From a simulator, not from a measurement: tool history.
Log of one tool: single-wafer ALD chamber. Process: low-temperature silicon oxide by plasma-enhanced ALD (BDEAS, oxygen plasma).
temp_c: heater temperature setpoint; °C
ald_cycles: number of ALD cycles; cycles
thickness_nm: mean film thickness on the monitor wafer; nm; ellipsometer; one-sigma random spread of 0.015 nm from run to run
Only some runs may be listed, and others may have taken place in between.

run    day  temp_c  ald_cycles  thickness_nm
  1  0.000     115          38        5.3461
  2  0.142     125          38        5.2382
  3  0.225     115          38        5.3363
  4  0.442     116          37        5.2198
  5  0.529     117          36        5.0140
  6  0.796     118          35        4.9063
  7  1.133     119          34        4.7397
  8  1.308     120          34        4.7402
  9  1.654     121          34        4.7377

For run 10, what comes out?
 10  1.917     126          30             ?

Run 10 measured thickness_nm 4.1483 nm.

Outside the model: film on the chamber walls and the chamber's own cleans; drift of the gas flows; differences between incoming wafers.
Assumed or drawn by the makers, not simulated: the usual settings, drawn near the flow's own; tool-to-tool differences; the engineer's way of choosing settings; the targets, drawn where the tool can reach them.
